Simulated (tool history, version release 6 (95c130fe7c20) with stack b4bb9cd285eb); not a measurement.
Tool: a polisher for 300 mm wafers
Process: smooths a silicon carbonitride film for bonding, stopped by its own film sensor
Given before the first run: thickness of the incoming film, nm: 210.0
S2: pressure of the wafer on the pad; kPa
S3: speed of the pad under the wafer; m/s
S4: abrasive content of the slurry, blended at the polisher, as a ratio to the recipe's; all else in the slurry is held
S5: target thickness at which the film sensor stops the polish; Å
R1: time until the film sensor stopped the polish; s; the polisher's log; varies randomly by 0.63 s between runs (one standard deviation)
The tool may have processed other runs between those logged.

Run 1, hour 0: flow of slurry (ml/min) 310, S2 15.9 kPa, S3 0.96 m/s, S4 1, S5 1740 Å. Result: R1 111.45 s.
Run 2, hour 5.7: flow of slurry (ml/min) 310, S2 15.9 kPa, S3 0.96 m/s, S4 1.2, S5 1740 Å. Result: R1 103.55 s.
Run 3, hour 8.3: flow of slurry (ml/min) 310, S2 17.2 kPa, S3 0.96 m/s, S4 1.2, S5 1740 Å. Result: R1 95.165 s.
Run 4, hour 9.7: flow of slurry (ml/min) 310, S2 17.2 kPa, S3 0.96 m/s, S4 1.2, S5 1720 Å. Result: R1 99.443 s.
At hour 16.8: worn pad replaced by a new one.
Run 5, hour 16.8: flow of slurry (ml/min) 310, S2 17.2 kPa, S3 0.72 m/s, S4 1.2, S5 1720 Å. Result: R1 115.23 s.
Run 6, hour 24.1: flow of slurry (ml/min) 310, S2 18.6 kPa, S3 0.76 m/s, S4 1.2, S5 1720 Å. Result: R1 104.5 s.
Run 7, hour 30.8: flow of slurry (ml/min) 310, S2 19.3 kPa, S3 0.8 m/s, S4 1.2, S5 1720 Å. Result: R1 96.292 s.
Run 8, hour 37.8: flow of slurry (ml/min) 310, S2 23.4 kPa, S3 0.92 m/s, S4 1.2, S5 1720 Å. Result: R1 72.859 s.
Run 9, hour 45.8: flow of slurry (ml/min) 310, S2 23.4 kPa, S3 0.94 m/s, S4 1.2, S5 1720 Å. Result: R1 71.104 s.
Run 10, hour 54.7: flow of slurry (ml/min) 310, S2 23.4 kPa, S3 0.96 m/s, S4 1.2, S5 1720 Å. Result: R1 70.256 s.

Estimate the outcome of run 11 from the log above:
Run 11, hour 55.7: flow of slurry (ml/min) 310, S2 23.4 kPa, S3 0.96 m/s, S4 1.2, S5 1720 Å. Result: R1 ?.

Run 11 yielded R1 69.525 s.
